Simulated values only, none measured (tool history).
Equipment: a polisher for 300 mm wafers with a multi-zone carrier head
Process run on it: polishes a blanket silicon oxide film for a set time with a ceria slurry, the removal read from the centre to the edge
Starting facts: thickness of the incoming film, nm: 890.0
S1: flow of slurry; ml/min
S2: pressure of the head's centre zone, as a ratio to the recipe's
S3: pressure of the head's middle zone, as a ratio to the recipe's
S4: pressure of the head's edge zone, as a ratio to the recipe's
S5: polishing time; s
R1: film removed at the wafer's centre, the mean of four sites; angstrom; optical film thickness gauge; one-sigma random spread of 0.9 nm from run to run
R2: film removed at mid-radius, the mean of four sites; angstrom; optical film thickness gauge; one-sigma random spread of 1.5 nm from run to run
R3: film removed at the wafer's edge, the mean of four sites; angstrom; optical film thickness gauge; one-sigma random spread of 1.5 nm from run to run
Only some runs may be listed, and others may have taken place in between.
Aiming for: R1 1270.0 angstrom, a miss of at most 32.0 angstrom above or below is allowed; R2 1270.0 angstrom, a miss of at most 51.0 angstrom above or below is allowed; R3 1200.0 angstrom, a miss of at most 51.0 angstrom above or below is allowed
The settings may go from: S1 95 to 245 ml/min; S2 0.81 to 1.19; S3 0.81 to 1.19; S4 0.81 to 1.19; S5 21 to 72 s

| run | hour | S1 | S2 | S3 | S4 | S5 | R1 | R2 | R3 |
|---|---|---|---|---|---|---|---|---|---|
| 1 | 0.0 | 155 | 1.00 | 1.00 | 1.00 | 46 | 1852.6 | 1819.3 | 1862.9 |
| 2 | 6.7 | 155 | 1.00 | 1.00 | 0.97 | 46 | 1862.6 | 1855.7 | 1788.0 |
| 3 | 13.3 | 145 | 0.97 | 0.95 | 0.93 | 43 | 1662.0 | 1633.9 | 1658.2 |
| 4 | 17.3 | 165 | 0.97 | 0.95 | 0.93 | 43 | 1738.3 | 1679.3 | 1672.1 |
| 5 | 20.5 | 165 | 0.95 | 0.94 | 0.90 | 39 | 1523.8 | 1500.3 | 1497.7 |
| 6 | 28.0 | 165 | 0.95 | 0.94 | 0.87 | 37 | 1451.7 | 1436.9 | 1391.2 |
| 7 | 30.4 | 155 | 0.95 | 0.94 | 0.85 | 36 | 1407.2 | 1375.5 | 1324.3 |
| 8 | 33.8 | 145 | 0.95 | 0.94 | 0.84 | 36 | 1369.9 | 1367.9 | 1303.9 |
| 9 | 37.2 | 110 | 0.97 | 0.93 | 0.81 | 34 | 1216.4 | 1147.6 | 1156.7 |
| 10 | 41.6 | 115 | 0.96 | 0.94 | 0.81 | 34 | 1218.4 | 1210.8 | 1130.3 |
| 11 | 48.9 | 135 | 0.96 | 0.94 | 0.89 | 35 | 1327.7 | 1279.9 | 1267.4 |
| 12 | 56.4 | 130 | 0.96 | 0.95 | 0.88 | 35 | 1304.9 | 1292.7 | 1271.6 |

4 next moves are on the table. One of them brings every result within its allowed miss. Which?
| A | 63.9 | 130 | 1.01 | 1.01 | 0.84 | 30 | ? | ? | ? |
| B | 63.9 | 130 | 0.96 | 0.98 | 0.85 | 34 | ? | ? | ? |
| C | 63.9 | 105 | 0.94 | 1.00 | 0.90 | 39 | ? | ? | ? |
| D | 63.9 | 95 | 1.02 | 0.83 | 0.95 | 38 | ? | ? | ? |

| move | R1 | R2 | R3 |
|---|---|---|---|
| A | 1176.7 | 1168.0 | 1052.6 |
| B | 1270.5 | 1290.8 | 1199.7 |
| C | 1332.9 | 1417.9 | 1354.4 |
| D | 1347.3 | 1142.9 | 1325.6 |
A: pushes the last run's worst result past its target
B: all results in spec
C: lands further from the targets than the last run did
D: lands further from the targets than the last run did
Correct choice: B, which meets every target
